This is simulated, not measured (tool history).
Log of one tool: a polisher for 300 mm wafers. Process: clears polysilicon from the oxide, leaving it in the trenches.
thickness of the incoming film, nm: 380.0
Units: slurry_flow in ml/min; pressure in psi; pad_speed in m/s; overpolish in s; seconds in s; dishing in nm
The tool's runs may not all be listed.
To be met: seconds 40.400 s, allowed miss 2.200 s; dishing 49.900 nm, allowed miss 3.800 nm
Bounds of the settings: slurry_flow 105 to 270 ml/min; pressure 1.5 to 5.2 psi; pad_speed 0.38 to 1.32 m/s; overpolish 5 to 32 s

run,hour,slurry_flow,pressure,pad_speed,overpolish,seconds,dishing
1,0.0,175,3.3,0.84,16,26.678,57.385
2,5.3,175,3.1,0.84,15,28.919,56.283
3,12.3,175,3.5,0.84,15,26.409,56.830
4,18.9,175,3.3,0.84,14,26.840,56.251
5,24.5,175,2.5,0.84,14,34.707,54.115
6,27.5,175,3.0,0.84,14,29.976,52.113
7,30.5,175,2.0,0.78,7,40.774,34.053
8,35.0,175,2.0,0.78,8,40.890,37.900
9,40.8,175,2.0,0.78,9,41.185,40.146
10,48.5,175,2.0,0.78,10,41.083,41.363
11,50.6,175,2.0,0.78,11,41.971,45.270

Which of these 5 next moves meets every target?
A,52.7,215,1.5,0.88,8,?,?
B,52.7,145,2.1,0.80,15,?,?
C,52.7,180,2.4,0.72,8,?,?
D,52.7,160,1.7,0.96,8,?,?
E,52.7,180,2.0,0.72,10,?,?

move,seconds,dishing
A,43.951,36.041
B,39.770,51.576
C,37.734,39.480
D,39.606,38.386
E,42.874,41.628
A: further off than the last run
B: meets every target
C: further off than the last run
D: further off than the last run
E: further off than the last run
The right move is B.

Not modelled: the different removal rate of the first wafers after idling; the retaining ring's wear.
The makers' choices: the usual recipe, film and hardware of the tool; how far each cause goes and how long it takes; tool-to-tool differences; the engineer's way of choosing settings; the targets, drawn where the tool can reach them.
